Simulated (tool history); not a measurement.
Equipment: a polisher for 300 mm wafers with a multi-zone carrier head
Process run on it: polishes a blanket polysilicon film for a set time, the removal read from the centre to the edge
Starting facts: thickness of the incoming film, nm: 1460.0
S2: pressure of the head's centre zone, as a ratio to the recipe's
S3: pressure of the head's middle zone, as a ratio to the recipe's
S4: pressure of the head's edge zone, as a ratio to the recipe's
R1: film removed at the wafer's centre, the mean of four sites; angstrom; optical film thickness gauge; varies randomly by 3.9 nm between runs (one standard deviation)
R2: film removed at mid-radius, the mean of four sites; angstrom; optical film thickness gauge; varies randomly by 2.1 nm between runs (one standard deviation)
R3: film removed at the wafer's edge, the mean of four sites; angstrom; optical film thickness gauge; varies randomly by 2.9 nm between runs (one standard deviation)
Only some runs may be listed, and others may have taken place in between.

{"run": 1, "hour": 0.0, "flow of slurry (ml/min)": 295, "S2": 1.0, "S3": 1.0, "S4": 1.0, "polishing time (s)": 36, "R1": 2110.6, "R2": 2087.0, "R3": 2135.6}
{"run": 2, "hour": 6.7, "flow of slurry (ml/min)": 245, "S2": 1.0, "S3": 1.0, "S4": 1.0, "polishing time (s)": 36, "R1": 2093.1, "R2": 2041.3, "R3": 2048.5}
{"run": 3, "hour": 8.9, "flow of slurry (ml/min)": 260, "S2": 1.02, "S3": 1.02, "S4": 1.02, "polishing time (s)": 37, "R1": 2198.5, "R2": 2141.2, "R3": 2139.3}
{"run": 4, "hour": 15.1, "flow of slurry (ml/min)": 330, "S2": 1.02, "S3": 1.02, "S4": 1.02, "polishing time (s)": 37, "R1": 2257.9, "R2": 2202.3, "R3": 2168.9}
{"run": 5, "hour": 20.3, "flow of slurry (ml/min)": 330, "S2": 1.02, "S3": 1.02, "S4": 1.02, "polishing time (s)": 28, "R1": 1684.2, "R2": 1650.4, "R3": 1646.0}
{"run": 6, "hour": 26.6, "flow of slurry (ml/min)": 285, "S2": 1.02, "S3": 1.02, "S4": 1.02, "polishing time (s)": 28, "R1": 1667.8, "R2": 1632.4, "R3": 1644.9}
{"run": 7, "hour": 34.5, "flow of slurry (ml/min)": 290, "S2": 1.02, "S3": 1.03, "S4": 1.03, "polishing time (s)": 30, "R1": 1809.9, "R2": 1783.0, "R3": 1768.9}
{"run": 8, "hour": 38.4, "flow of slurry (ml/min)": 290, "S2": 1.02, "S3": 1.03, "S4": 1.03, "polishing time (s)": 30, "R1": 1830.9, "R2": 1758.8, "R3": 1750.8}
{"run": 9, "hour": 44.2, "flow of slurry (ml/min)": 295, "S2": 1.02, "S3": 1.04, "S4": 1.04, "polishing time (s)": 32, "R1": 1877.8, "R2": 1930.7, "R3": 1878.8}

The next listed run, before its measurement:
{"run": 10, "hour": 51.7, "flow of slurry (ml/min)": 315, "S2": 1.12, "S3": 1.04, "S4": 1.11, "polishing time (s)": 42, "R1": "?", "R2": "?", "R3": "?"}

R1: 2709.1 angstrom
R2: 2516.9 angstrom
R3: 2545.1 angstrom
